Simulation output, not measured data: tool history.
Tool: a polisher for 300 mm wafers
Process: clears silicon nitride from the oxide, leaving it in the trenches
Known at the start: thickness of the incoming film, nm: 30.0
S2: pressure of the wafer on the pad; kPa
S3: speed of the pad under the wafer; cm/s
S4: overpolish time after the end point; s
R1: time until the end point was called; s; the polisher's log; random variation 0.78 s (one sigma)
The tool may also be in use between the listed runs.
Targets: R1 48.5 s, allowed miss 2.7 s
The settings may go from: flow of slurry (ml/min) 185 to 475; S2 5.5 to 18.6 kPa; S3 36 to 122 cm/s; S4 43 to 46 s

Run 1, hour 0: flow of slurry (ml/min) 305, S2 11.7 kPa, S3 78 cm/s, S4 43 s. Result: R1 61.641 s.
Run 2, hour 8.3: flow of slurry (ml/min) 305, S2 11.7 kPa, S3 78 cm/s, S4 46 s. Result: R1 63.163 s.
Run 3, hour 16.8: flow of slurry (ml/min) 305, S2 11.7 kPa, S3 78 cm/s, S4 43 s. Result: R1 63.802 s.
Run 4, hour 19.4: flow of slurry (ml/min) 305, S2 12.4 kPa, S3 78 cm/s, S4 43 s. Result: R1 62.491 s.
Run 5, hour 24.8: flow of slurry (ml/min) 305, S2 12.4 kPa, S3 62 cm/s, S4 43 s. Result: R1 75.845 s.
Run 6, hour 31.9: flow of slurry (ml/min) 305, S2 12.4 kPa, S3 46 cm/s, S4 43 s. Result: R1 103.09 s.
At hour 34.8: head pressure recalibrated.
Run 7, hour 34.8: flow of slurry (ml/min) 310, S2 15.9 kPa, S3 62 cm/s, S4 43 s. Result: R1 67.978 s.
Run 8, hour 40.8: flow of slurry (ml/min) 310, S2 16.5 kPa, S3 66 cm/s, S4 43 s. Result: R1 61.989 s.
Run 9, hour 47.2: flow of slurry (ml/min) 310, S2 17.2 kPa, S3 68 cm/s, S4 43 s. Result: R1 58.12 s.
Run 10, hour 49.8: flow of slurry (ml/min) 310, S2 17.2 kPa, S3 70 cm/s, S4 43 s. Result: R1 56.495 s.
Run 11, hour 56.7: flow of slurry (ml/min) 310, S2 17.2 kPa, S3 72 cm/s, S4 43 s. Result: R1 55.11 s.
Run 12, hour 62.7: flow of slurry (ml/min) 310, S2 17.2 kPa, S3 74 cm/s, S4 43 s. Result: R1 55.983 s.
Run 13, hour 70.4: flow of slurry (ml/min) 310, S2 17.2 kPa, S3 76 cm/s, S4 43 s. Result: R1 52.549 s.

Which of these 4 next moves meets every target?
Run A, hour 78.1: flow of slurry (ml/min) 250, S2 15.2 kPa, S3 94 cm/s, S4 43 s. Result: R1 ?.
Run B, hour 78.1: flow of slurry (ml/min) 290, S2 17.2 kPa, S3 64 cm/s, S4 43 s. Result: R1 ?.
Run C, hour 78.1: flow of slurry (ml/min) 265, S2 16.5 kPa, S3 76 cm/s, S4 46 s. Result: R1 ?.
Run D, hour 78.1: flow of slurry (ml/min) 320, S2 17.2 kPa, S3 68 cm/s, S4 46 s. Result: R1 ?.

move      R1
   A  47.893
   B  62.216
   C  54.825
   D  58.194
A: meets every target
B: further off than the last run
C: further off than the last run
D: further off than the last run
The right move is A.
